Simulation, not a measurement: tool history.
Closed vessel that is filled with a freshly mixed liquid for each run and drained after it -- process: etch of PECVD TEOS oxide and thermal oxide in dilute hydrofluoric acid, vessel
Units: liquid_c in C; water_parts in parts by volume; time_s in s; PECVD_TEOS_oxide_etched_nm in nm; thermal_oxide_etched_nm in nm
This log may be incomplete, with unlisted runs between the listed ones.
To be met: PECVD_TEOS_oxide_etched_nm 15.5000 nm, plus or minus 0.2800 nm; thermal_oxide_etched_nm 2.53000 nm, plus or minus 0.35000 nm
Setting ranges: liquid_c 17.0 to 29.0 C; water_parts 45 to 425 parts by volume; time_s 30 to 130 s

run,day,liquid_c,water_parts,time_s,PECVD_TEOS_oxide_etched_nm,thermal_oxide_etched_nm
1,0.000,21.0,235,65,5.3272,0.80532
2,0.271,21.0,305,65,3.8171,0.60491
3,0.529,23.0,305,65,4.1237,0.65407
4,0.838,23.0,305,90,5.7448,0.90396
5,1.017,25.0,305,90,6.1066,0.99367
6,1.117,26.0,270,90,7.4312,1.19880
7,1.379,26.0,270,90,7.4970,1.23250
8,1.717,26.5,245,90,8.5692,1.43400
9,1.938,29.0,150,90,17.1440,2.75370
10,1.975,29.0,150,90,17.2110,2.70570
11,2.333,28.5,150,90,16.8150,2.68520
12,2.592,28.0,150,90,16.6030,2.79450
13,2.712,27.5,150,90,16.1860,2.49870

Which single option among these 4 for the next run brings every result within its allowed miss of target? Just one does.
A,2.833,28.5,175,110,?,?
B,2.833,24.5,130,85,?,?
C,2.833,26.5,185,125,?,?
D,2.833,21.0,120,85,?,?

move,PECVD_TEOS_oxide_etched_nm,thermal_oxide_etched_nm
A,17.0940,2.85630
B,16.1790,2.70330
C,16.8940,2.82280
D,15.4470,2.58100
A: moves away from the targets compared with the last run
B: about as far from the targets as the last run
C: moves away from the targets compared with the last run
D: in spec on every target
D is the move that brings every result within its allowed miss.
